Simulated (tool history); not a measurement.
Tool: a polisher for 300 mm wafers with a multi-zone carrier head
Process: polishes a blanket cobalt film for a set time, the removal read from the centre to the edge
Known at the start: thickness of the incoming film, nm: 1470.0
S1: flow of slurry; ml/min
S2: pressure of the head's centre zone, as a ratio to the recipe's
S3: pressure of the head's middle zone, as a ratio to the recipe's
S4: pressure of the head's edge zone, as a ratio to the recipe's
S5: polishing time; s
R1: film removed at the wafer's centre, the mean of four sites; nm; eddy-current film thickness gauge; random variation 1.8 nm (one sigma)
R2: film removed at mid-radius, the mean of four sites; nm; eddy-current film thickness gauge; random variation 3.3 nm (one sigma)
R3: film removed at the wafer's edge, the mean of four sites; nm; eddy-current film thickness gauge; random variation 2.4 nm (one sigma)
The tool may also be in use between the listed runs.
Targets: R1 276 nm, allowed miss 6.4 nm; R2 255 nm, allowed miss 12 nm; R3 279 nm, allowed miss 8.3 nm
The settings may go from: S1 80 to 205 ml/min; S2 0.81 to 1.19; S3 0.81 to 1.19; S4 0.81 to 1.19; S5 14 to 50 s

run,hour,S1,S2,S3,S4,S5,R1,R2,R3
1,0,135,1,1,1,32,180.64,178.13,190.56
2,6.9,125,1,1,1,32,181.52,177.53,188.47
3,8.3,135,1.02,1.01,1.03,34,197.88,195.76,206.4
4,17.3,135,0.97,1.01,1.03,34,189.64,194.13,203.07
5,19.2,145,1,1.01,1.06,35,204.29,202.16,214.13
6,25.9,145,0.94,1.01,1.06,35,192.93,203.02,212.05
7,31.4,175,1.04,1.04,1.16,42,266.41,259.75,277.57
8,37.3,175,1.04,1.03,1.16,42,262.98,255.41,272.78

4 next moves are on the table. One of them brings every result within its allowed miss. Which?
A,43.2,190,0.98,1.03,1.19,42,?,?,?
B,43.2,175,1,1.06,1.19,42,?,?,?
C,43.2,175,0.97,1.04,1.13,42,?,?,?
D,43.2,150,1.1,1.04,1.19,43,?,?,?

move,R1,R2,R3
A,252.06,258.57,282.59
B,253.82,261.72,279.96
C,246.11,257.58,272.62
D,278.1,257,281.55
A: further off than the last run
B: further off than the last run
C: further off than the last run
D: meets every target
Answer: D
